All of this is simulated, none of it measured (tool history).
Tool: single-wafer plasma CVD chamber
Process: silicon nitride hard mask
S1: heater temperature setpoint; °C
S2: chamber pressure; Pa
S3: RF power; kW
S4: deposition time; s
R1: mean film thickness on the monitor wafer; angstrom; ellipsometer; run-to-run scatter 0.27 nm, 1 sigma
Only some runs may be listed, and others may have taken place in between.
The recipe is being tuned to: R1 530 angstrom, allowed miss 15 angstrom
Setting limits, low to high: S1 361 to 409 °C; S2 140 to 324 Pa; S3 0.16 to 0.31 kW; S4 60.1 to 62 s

run,hour,S1,S2,S3,S4,R1
1,0,385,232,0.235,60.1,610.92
2,4.6,385,232,0.235,60.1,612.51
3,10.9,385,263,0.235,60.1,635.47
4,15.7,375,263,0.235,60.1,627.43
5,23.7,375,263,0.235,60.1,640.91
6,32,384,263,0.235,60.1,629.05
7,36.6,384,253,0.225,60.1,617.65
8,42.1,384,240,0.215,60.1,590.5
9,45.3,384,231,0.21,60.1,574.33

Which single option among these 5 for the next run brings every result within its allowed miss of target? Just one does.
A,48.5,383,216,0.215,61.6,?
B,48.5,382,235,0.22,60.1,?
C,48.5,378,216,0.215,62,?
D,48.5,389,200,0.195,60.1,?
E,48.5,365,243,0.22,62,?

move,R1
A,590.04
B,595.46
C,595.26
D,536.7
E,624.54
A: the biggest miss grows against the last run
B: the biggest miss grows against the last run
C: the biggest miss grows against the last run
D: all results land within tolerance of their targets
E: the biggest miss grows against the last run
Go with D: it meets all targets.
